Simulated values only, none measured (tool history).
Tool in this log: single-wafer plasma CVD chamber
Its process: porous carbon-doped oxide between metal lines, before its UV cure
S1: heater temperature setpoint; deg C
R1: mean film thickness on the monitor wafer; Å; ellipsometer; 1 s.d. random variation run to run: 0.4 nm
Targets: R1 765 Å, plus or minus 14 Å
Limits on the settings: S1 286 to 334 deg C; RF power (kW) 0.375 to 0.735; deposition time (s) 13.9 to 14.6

run 1 hour=0 | S1=310 RF_power_(kW)=0.555 deposition_time_(s)=14.6 | R1=889.29
run 2 hour=1.3 | S1=312 RF_power_(kW)=0.55 deposition_time_(s)=14.6 | R1=882.63
run 3 hour=5.6 | S1=312 RF_power_(kW)=0.63 deposition_time_(s)=14.6 | R1=953.39
run 4 hour=12.5 | S1=314 RF_power_(kW)=0.615 deposition_time_(s)=14.6 | R1=925.11
run 5 hour=14.4 | S1=320 RF_power_(kW)=0.615 deposition_time_(s)=14.6 | R1=902.54
run 6 hour=22.1 | S1=312 RF_power_(kW)=0.615 deposition_time_(s)=14.6 | R1=943.5
run 7 hour=24.2 | S1=324 RF_power_(kW)=0.525 deposition_time_(s)=14.4 | R1=787.7
run 8 hour=26.3 | S1=326 RF_power_(kW)=0.52 deposition_time_(s)=14.4 | R1=781.18

Which single option among these 5 for the next run brings every result within its allowed miss of target? Just one does.
run A hour=28.4 | S1=325 RF_power_(kW)=0.525 deposition_time_(s)=14.6 | R1=?
run B hour=28.4 | S1=334 RF_power_(kW)=0.535 deposition_time_(s)=13.9 | R1=?
run C hour=28.4 | S1=317 RF_power_(kW)=0.485 deposition_time_(s)=14.1 | R1=?
run D hour=28.4 | S1=323 RF_power_(kW)=0.515 deposition_time_(s)=14.6 | R1=?
run E hour=28.4 | S1=327 RF_power_(kW)=0.53 deposition_time_(s)=14.6 | R1=?

move=A R1=804.64
move=B R1=742.87
move=C R1=774.71
move=D R1=803.87
move=E R1=800.98
A: lands further from the targets than the last run did
B: the result that was furthest off in the last run now lies on the other side of its target
C: each result inside its tolerance
D: lands further from the targets than the last run did
E: lands further from the targets than the last run did
The move that meets every target is C.
